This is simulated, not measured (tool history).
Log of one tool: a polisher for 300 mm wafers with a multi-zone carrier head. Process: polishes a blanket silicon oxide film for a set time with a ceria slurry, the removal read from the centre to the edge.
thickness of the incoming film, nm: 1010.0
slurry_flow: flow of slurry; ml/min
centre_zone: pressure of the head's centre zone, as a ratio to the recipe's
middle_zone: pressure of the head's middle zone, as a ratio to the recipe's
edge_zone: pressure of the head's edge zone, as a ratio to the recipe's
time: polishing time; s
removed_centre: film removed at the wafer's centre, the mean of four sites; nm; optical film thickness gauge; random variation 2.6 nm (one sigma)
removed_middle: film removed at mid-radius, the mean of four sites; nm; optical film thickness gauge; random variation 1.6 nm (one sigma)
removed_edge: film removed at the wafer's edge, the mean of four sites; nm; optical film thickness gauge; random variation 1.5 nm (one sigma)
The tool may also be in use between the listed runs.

{"run": 1, "hour": 0.0, "slurry_flow": 305, "centre_zone": 1.0, "middle_zone": 1.0, "edge_zone": 1.0, "time": 45, "removed_centre": 146.99, "removed_middle": 147.65, "removed_edge": 151.98}
{"run": 2, "hour": 2.6, "slurry_flow": 305, "centre_zone": 0.93, "middle_zone": 1.0, "edge_zone": 1.0, "time": 45, "removed_centre": 135.73, "removed_middle": 147.56, "removed_edge": 152.22}
{"run": 3, "hour": 5.4, "slurry_flow": 305, "centre_zone": 0.93, "middle_zone": 1.0, "edge_zone": 1.0, "time": 56, "removed_centre": 168.8, "removed_middle": 182.93, "removed_edge": 190.66}
{"run": 4, "hour": 9.2, "slurry_flow": 305, "centre_zone": 0.93, "middle_zone": 1.0, "edge_zone": 1.06, "time": 56, "removed_centre": 167.84, "removed_middle": 181.71, "removed_edge": 195.46}
{"run": 5, "hour": 10.6, "slurry_flow": 305, "centre_zone": 0.93, "middle_zone": 0.96, "edge_zone": 1.06, "time": 56, "removed_centre": 169.23, "removed_middle": 177.85, "removed_edge": 192.62}
{"run": 6, "hour": 17.6, "slurry_flow": 305, "centre_zone": 0.93, "middle_zone": 0.96, "edge_zone": 1.14, "time": 56, "removed_centre": 164.09, "removed_middle": 178.25, "removed_edge": 202.07}
{"run": 7, "hour": 20.1, "slurry_flow": 305, "centre_zone": 0.93, "middle_zone": 0.96, "edge_zone": 1.14, "time": 56, "removed_centre": 166.34, "removed_middle": 178.21, "removed_edge": 200.93}
{"run": 8, "hour": 28.5, "slurry_flow": 310, "centre_zone": 0.94, "middle_zone": 0.97, "edge_zone": 1.09, "time": 56, "removed_centre": 173.1, "removed_middle": 180.51, "removed_edge": 195.08}
{"run": 9, "hour": 29.8, "slurry_flow": 325, "centre_zone": 0.94, "middle_zone": 0.97, "edge_zone": 1.07, "time": 56, "removed_centre": 169.21, "removed_middle": 180.67, "removed_edge": 195.13}

Run 10 comes next. What will it give?
{"run": 10, "hour": 31.6, "slurry_flow": 330, "centre_zone": 0.95, "middle_zone": 0.98, "edge_zone": 1.04, "time": 56, "removed_centre": "?", "removed_middle": "?", "removed_edge": "?"}

removed_centre: 171.68 nm
removed_middle: 182.53 nm
removed_edge: 192.90 nm
